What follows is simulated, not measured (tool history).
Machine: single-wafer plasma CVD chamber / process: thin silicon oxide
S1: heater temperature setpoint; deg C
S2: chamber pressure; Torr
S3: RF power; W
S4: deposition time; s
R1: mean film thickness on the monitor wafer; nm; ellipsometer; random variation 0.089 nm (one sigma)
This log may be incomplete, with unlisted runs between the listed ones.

run 1 hour=0.0 | S1=400 S2=0.992 S3=340 S4=7.40 | R1=18.673
run 2 hour=8.0 | S1=400 S2=0.871 S3=340 S4=7.40 | R1=16.489
run 3 hour=10.9 | S1=400 S2=0.936 S3=340 S4=7.40 | R1=17.644
run 4 hour=19.6 | S1=404 S2=0.936 S3=340 S4=7.40 | R1=17.625
run 5 hour=27.4 | S1=404 S2=0.936 S3=370 S4=7.40 | R1=18.232
run 6 hour=35.9 | S1=404 S2=0.847 S3=370 S4=7.40 | R1=16.771
run 7 hour=39.4 | S1=404 S2=0.945 S3=370 S4=7.40 | R1=18.535
run 8 hour=42.5 | S1=404 S2=1.004 S3=370 S4=7.40 | R1=19.466
run 9 hour=50.8 | S1=404 S2=1.048 S3=370 S4=7.40 | R1=20.197

Run 10 comes next. What will it give?
run 10 hour=51.6 | S1=404 S2=1.048 S3=370 S4=7.40 | R1=?

{"run 10": {"R1": 20.011}}
